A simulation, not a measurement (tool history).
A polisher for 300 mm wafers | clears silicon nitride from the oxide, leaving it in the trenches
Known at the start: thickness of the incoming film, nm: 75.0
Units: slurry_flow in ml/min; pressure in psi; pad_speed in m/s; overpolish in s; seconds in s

{"run": 1, "hour": 0.0, "slurry_flow": 195, "pressure": 2, "pad_speed": 1.18, "overpolish": 27, "seconds": 130.79}
{"run": 2, "hour": 6.6, "slurry_flow": 195, "pressure": 1.7, "pad_speed": 1.14, "overpolish": 27, "seconds": 150.32}
{"run": 3, "hour": 11.9, "slurry_flow": 195, "pressure": 1.9, "pad_speed": 1.14, "overpolish": 27, "seconds": 137.46}
{"run": 4, "hour": 19.7, "slurry_flow": 195, "pressure": 1.9, "pad_speed": 1.14, "overpolish": 27, "seconds": 136.99}
{"run": 5, "hour": 22.6, "slurry_flow": 195, "pressure": 2.4, "pad_speed": 1.14, "overpolish": 27, "seconds": 114.94}
{"run": 6, "hour": 30.0, "slurry_flow": 220, "pressure": 2.4, "pad_speed": 1.14, "overpolish": 27, "seconds": 111.87}
{"run": 7, "hour": 32.7, "slurry_flow": 215, "pressure": 2, "pad_speed": 1.04, "overpolish": 27, "seconds": 140.51}

Forecast run 8:
{"run": 8, "hour": 37.9, "slurry_flow": 210, "pressure": 1.7, "pad_speed": 0.98, "overpolish": 27, "seconds": "?"}

{"run 8": {"seconds": 171.17}}
